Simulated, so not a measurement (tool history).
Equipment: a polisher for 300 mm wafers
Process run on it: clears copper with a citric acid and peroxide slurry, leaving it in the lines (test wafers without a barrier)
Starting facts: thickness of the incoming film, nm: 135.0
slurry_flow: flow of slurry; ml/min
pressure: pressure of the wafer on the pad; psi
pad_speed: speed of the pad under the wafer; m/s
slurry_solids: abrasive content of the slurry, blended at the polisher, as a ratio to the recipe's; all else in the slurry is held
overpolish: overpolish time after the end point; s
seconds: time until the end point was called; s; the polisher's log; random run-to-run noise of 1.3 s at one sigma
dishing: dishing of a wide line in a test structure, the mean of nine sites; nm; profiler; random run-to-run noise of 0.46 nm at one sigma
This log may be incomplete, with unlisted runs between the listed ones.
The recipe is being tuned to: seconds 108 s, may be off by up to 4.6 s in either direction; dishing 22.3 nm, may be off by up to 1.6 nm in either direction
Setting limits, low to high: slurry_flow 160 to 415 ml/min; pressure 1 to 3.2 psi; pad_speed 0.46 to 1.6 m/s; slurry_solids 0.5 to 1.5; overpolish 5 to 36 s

| run | hour | slurry_flow | pressure | pad_speed | slurry_solids | overpolish | seconds | dishing |
|---|---|---|---|---|---|---|---|---|
| 1 | 0 | 265 | 2.1 | 1.02 | 1 | 18 | 78.502 | 23.144 |
| 2 | 2.7 | 265 | 2.1 | 1.2 | 1 | 18 | 65.815 | 26.74 |
| 3 | 5.1 | 265 | 2.1 | 1.36 | 1 | 18 | 58.854 | 29.652 |
| 4 | 10.3 | 220 | 2.1 | 1.36 | 1 | 18 | 60.076 | 29.255 |
| 5 | 15.2 | 220 | 2 | 1.36 | 1 | 19 | 63.472 | 28.824 |
| 6 | 22.6 | 220 | 1.9 | 1.36 | 1 | 20 | 66.049 | 29.329 |
| 7 | 23.4 | 220 | 1.9 | 1.36 | 1 | 20 | 67.126 | 29.607 |
| 8 | 29.4 | 220 | 1.8 | 1.36 | 1 | 20 | 68.559 | 28.92 |
| 9 | 34.3 | 220 | 1.7 | 1.34 | 1 | 20 | 74.578 | 24.613 |
| 10 | 39.9 | 220 | 1.6 | 1.34 | 1 | 21 | 77.524 | 26.025 |
| 11 | 41.2 | 220 | 1.5 | 1.34 | 1 | 21 | 83.746 | 24.213 |

Which of these 5 next moves meets every target?
| A | 42.5 | 305 | 1.2 | 1.26 | 1 | 25 | ? | ? |
| B | 42.5 | 190 | 1.1 | 1.26 | 1 | 32 | ? | ? |
| C | 42.5 | 320 | 1.1 | 1.2 | 1.35 | 30 | ? | ? |
| D | 42.5 | 255 | 1.4 | 1.04 | 0.8 | 32 | ? | ? |
| E | 42.5 | 210 | 1.3 | 1.04 | 1.15 | 33 | ? | ? |

| move | seconds | dishing |
|---|---|---|
| A | 105.01 | 22.205 |
| B | 120.12 | 24.449 |
| C | 108.57 | 25.257 |
| D | 119.16 | 24.928 |
| E | 116.26 | 26.102 |
A: hits every target within its allowed miss
B: takes the result that was furthest off past its target
C: the furthest-off result lands on target, but another misses its tolerance
D: takes the result that was furthest off past its target
E: takes the result that was furthest off past its target
The move that meets every target is A.

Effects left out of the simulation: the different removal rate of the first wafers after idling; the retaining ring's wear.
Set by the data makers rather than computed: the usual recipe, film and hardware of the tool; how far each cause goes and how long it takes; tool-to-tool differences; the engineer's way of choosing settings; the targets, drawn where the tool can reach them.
